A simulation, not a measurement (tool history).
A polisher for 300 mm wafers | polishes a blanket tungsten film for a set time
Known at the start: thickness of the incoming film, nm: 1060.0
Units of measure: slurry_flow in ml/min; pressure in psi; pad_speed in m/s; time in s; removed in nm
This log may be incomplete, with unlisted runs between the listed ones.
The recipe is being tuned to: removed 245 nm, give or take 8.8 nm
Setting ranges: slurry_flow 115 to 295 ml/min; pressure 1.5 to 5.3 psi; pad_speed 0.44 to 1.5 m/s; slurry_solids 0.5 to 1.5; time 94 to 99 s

{"run": 1, "day": 0.0, "slurry_flow": 190, "pressure": 3.4, "pad_speed": 0.96, "slurry_solids": 1, "time": 94, "removed": 375.34}
{"run": 2, "day": 0.292, "slurry_flow": 190, "pressure": 4.2, "pad_speed": 0.96, "slurry_solids": 1, "time": 94, "removed": 433.32}
{"run": 3, "day": 0.529, "slurry_flow": 190, "pressure": 3.8, "pad_speed": 0.96, "slurry_solids": 1, "time": 94, "removed": 398.3}
{"run": 4, "day": 0.717, "slurry_flow": 190, "pressure": 3.5, "pad_speed": 0.96, "slurry_solids": 1, "time": 94, "removed": 388.26}
{"run": 5, "day": 0.825, "slurry_flow": 190, "pressure": 3.2, "pad_speed": 0.94, "slurry_solids": 1, "time": 94, "removed": 349.13}
{"run": 6, "day": 0.967, "slurry_flow": 190, "pressure": 3.8, "pad_speed": 0.94, "slurry_solids": 1, "time": 94, "removed": 397.27}
{"run": 7, "day": 1.104, "slurry_flow": 190, "pressure": 3.5, "pad_speed": 0.94, "slurry_solids": 1, "time": 94, "removed": 372.2}
{"run": 8, "day": 1.229, "slurry_flow": 180, "pressure": 2.5, "pad_speed": 0.92, "slurry_solids": 1, "time": 94, "removed": 286.98}
{"run": 9, "day": 1.358, "slurry_flow": 180, "pressure": 1.8, "pad_speed": 0.9, "slurry_solids": 1, "time": 94, "removed": 226.31}

Exercise: of the 4 proposed moves below, exactly one satisfies all targets within the stated allowed misses. Which move is it?
{"run": "A", "day": 1.488, "slurry_flow": 130, "pressure": 1.8, "pad_speed": 0.9, "slurry_solids": 1.15, "time": 99, "removed": "?"}
{"run": "B", "day": 1.488, "slurry_flow": 175, "pressure": 1.8, "pad_speed": 0.78, "slurry_solids": 1.05, "time": 99, "removed": "?"}
{"run": "C", "day": 1.488, "slurry_flow": 175, "pressure": 1.5, "pad_speed": 0.88, "slurry_solids": 1.05, "time": 94, "removed": "?"}
{"run": "D", "day": 1.488, "slurry_flow": 185, "pressure": 1.7, "pad_speed": 0.84, "slurry_solids": 1, "time": 98, "removed": "?"}

move=A removed=247.58
move=B removed=216.2
move=C removed=208.36
move=D removed=220.82
A: every result lands within tolerance
B: moves away from the targets compared with the last run
C: moves away from the targets compared with the last run
D: moves away from the targets compared with the last run
Answer: A

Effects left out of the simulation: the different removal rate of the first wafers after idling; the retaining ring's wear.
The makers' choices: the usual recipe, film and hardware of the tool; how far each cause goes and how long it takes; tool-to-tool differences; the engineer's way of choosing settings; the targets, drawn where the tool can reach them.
